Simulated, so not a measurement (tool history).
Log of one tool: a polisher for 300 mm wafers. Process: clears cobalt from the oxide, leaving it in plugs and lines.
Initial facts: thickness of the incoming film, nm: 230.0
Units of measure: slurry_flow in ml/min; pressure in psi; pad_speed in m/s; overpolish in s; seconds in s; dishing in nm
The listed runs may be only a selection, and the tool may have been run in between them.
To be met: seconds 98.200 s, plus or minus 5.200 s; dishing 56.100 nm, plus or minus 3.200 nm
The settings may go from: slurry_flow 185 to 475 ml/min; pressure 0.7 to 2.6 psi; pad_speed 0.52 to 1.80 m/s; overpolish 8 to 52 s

Run 1, hour 0.0: slurry_flow 305 ml/min, pressure 1.6 psi, pad_speed 1.16 m/s, overpolish 26 s. Result: seconds 64.924 s, dishing 56.263 nm.
Run 2, hour 1.9: slurry_flow 305 ml/min, pressure 1.5 psi, pad_speed 1.16 m/s, overpolish 27 s. Result: seconds 70.160 s, dishing 53.901 nm.
Run 3, hour 3.1: slurry_flow 305 ml/min, pressure 1.4 psi, pad_speed 1.16 m/s, overpolish 29 s. Result: seconds 76.279 s, dishing 53.192 nm.
Run 4, hour 6.8: slurry_flow 305 ml/min, pressure 1.4 psi, pad_speed 1.16 m/s, overpolish 18 s. Result: seconds 77.053 s, dishing 39.081 nm.
Run 5, hour 14.9: slurry_flow 380 ml/min, pressure 1.4 psi, pad_speed 1.16 m/s, overpolish 18 s. Result: seconds 73.067 s, dishing 39.729 nm.
Run 6, hour 17.1: slurry_flow 375 ml/min, pressure 1.4 psi, pad_speed 1.14 m/s, overpolish 21 s. Result: seconds 75.795 s, dishing 44.266 nm.
Run 7, hour 19.3: slurry_flow 375 ml/min, pressure 1.4 psi, pad_speed 1.14 m/s, overpolish 21 s. Result: seconds 74.894 s, dishing 43.471 nm.
Run 8, hour 22.4: slurry_flow 375 ml/min, pressure 1.4 psi, pad_speed 1.12 m/s, overpolish 23 s. Result: seconds 75.546 s, dishing 46.489 nm.
Run 9, hour 26.4: slurry_flow 375 ml/min, pressure 1.4 psi, pad_speed 1.12 m/s, overpolish 23 s. Result: seconds 75.357 s, dishing 47.391 nm.
At hour 34.7: worn pad replaced by a new one.
Run 10, hour 34.7: slurry_flow 375 ml/min, pressure 1.4 psi, pad_speed 1.12 m/s, overpolish 23 s. Result: seconds 69.627 s, dishing 48.658 nm.

Which one of the following 5 next-run settings gets every result inside its allowed miss? There is exactly one.
Run A, hour 43.0: slurry_flow 370 ml/min, pressure 1.2 psi, pad_speed 0.88 m/s, overpolish 39 s. Result: seconds ?, dishing ?.
Run B, hour 43.0: slurry_flow 230 ml/min, pressure 0.8 psi, pad_speed 1.14 m/s, overpolish 35 s. Result: seconds ?, dishing ?.
Run C, hour 43.0: slurry_flow 405 ml/min, pressure 1.1 psi, pad_speed 0.80 m/s, overpolish 47 s. Result: seconds ?, dishing ?.
Run D, hour 43.0: slurry_flow 395 ml/min, pressure 1.7 psi, pad_speed 1.06 m/s, overpolish 25 s. Result: seconds ?, dishing ?.
Run E, hour 43.0: slurry_flow 420 ml/min, pressure 1.0 psi, pad_speed 0.88 m/s, overpolish 36 s. Result: seconds ?, dishing ?.

move  seconds  dishing
   A   99.554   55.025
   B  111.760   47.836
   C  115.950   56.253
   D   62.184   55.630
   E  113.920   48.163
A: every result within its allowed miss
B: takes the biggest miss from the last run beyond its target
C: takes the biggest miss from the last run beyond its target
D: the biggest miss grows against the last run
E: takes the biggest miss from the last run beyond its target
A meets every target.
